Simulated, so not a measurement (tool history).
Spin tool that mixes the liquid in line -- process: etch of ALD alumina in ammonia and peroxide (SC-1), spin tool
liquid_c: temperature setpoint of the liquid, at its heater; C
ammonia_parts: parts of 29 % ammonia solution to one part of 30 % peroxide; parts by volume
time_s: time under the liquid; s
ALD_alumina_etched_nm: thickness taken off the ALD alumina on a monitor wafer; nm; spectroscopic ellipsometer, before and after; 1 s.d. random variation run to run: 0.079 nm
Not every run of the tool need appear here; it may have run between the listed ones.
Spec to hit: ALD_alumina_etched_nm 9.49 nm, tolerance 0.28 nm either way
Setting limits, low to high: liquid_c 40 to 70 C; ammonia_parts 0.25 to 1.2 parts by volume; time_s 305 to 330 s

Run 1, hour 0: liquid_c 56 C, ammonia_parts 0.95 parts by volume, time_s 305 s. Result: ALD_alumina_etched_nm 20.44 nm.
Run 2, hour 5.4: liquid_c 61 C, ammonia_parts 0.95 parts by volume, time_s 305 s. Result: ALD_alumina_etched_nm 26.262 nm.
Run 3, hour 11.6: liquid_c 67 C, ammonia_parts 0.95 parts by volume, time_s 305 s. Result: ALD_alumina_etched_nm 35.659 nm.
Run 4, hour 20.1: liquid_c 63 C, ammonia_parts 0.95 parts by volume, time_s 305 s. Result: ALD_alumina_etched_nm 29.048 nm.
Run 5, hour 28.4: liquid_c 59.5 C, ammonia_parts 0.95 parts by volume, time_s 305 s. Result: ALD_alumina_etched_nm 24.448 nm.
At hour 30.6: ammonia flow meter replaced.
Run 6, hour 30.6: liquid_c 56.5 C, ammonia_parts 0.95 parts by volume, time_s 305 s. Result: ALD_alumina_etched_nm 20.799 nm.
Run 7, hour 38.4: liquid_c 54 C, ammonia_parts 0.95 parts by volume, time_s 305 s. Result: ALD_alumina_etched_nm 18.031 nm.
Run 8, hour 47.3: liquid_c 52 C, ammonia_parts 0.95 parts by volume, time_s 305 s. Result: ALD_alumina_etched_nm 16.488 nm.
Run 9, hour 49.9: liquid_c 44 C, ammonia_parts 0.9 parts by volume, time_s 305 s. Result: ALD_alumina_etched_nm 10.355 nm.
Run 10, hour 55.2: liquid_c 43.5 C, ammonia_parts 0.9 parts by volume, time_s 305 s. Result: ALD_alumina_etched_nm 10.179 nm.

Consider the 5 candidate settings below. Which is the only one whose results all fall within their allowed miss of target?
Run A, hour 60.5: liquid_c 45.5 C, ammonia_parts 0.45 parts by volume, time_s 330 s. Result: ALD_alumina_etched_nm ?.
Run B, hour 60.5: liquid_c 41 C, ammonia_parts 0.95 parts by volume, time_s 305 s. Result: ALD_alumina_etched_nm ?.
Run C, hour 60.5: liquid_c 44 C, ammonia_parts 0.8 parts by volume, time_s 310 s. Result: ALD_alumina_etched_nm ?.
Run D, hour 60.5: liquid_c 41 C, ammonia_parts 0.85 parts by volume, time_s 330 s. Result: ALD_alumina_etched_nm ?.
Run E, hour 60.5: liquid_c 42 C, ammonia_parts 0.8 parts by volume, time_s 330 s. Result: ALD_alumina_etched_nm ?.

move  ALD_alumina_etched_nm
   A                 11.433
   B                 8.7547
   C                 10.415
   D                 9.3719
   E                 9.8778
A: lands further from the targets than the last run did
B: takes the biggest miss from the last run beyond its target
C: lands further from the targets than the last run did
D: meets every target
E: nearer than the last run, and not there yet
D is the move that brings every result within its allowed miss.

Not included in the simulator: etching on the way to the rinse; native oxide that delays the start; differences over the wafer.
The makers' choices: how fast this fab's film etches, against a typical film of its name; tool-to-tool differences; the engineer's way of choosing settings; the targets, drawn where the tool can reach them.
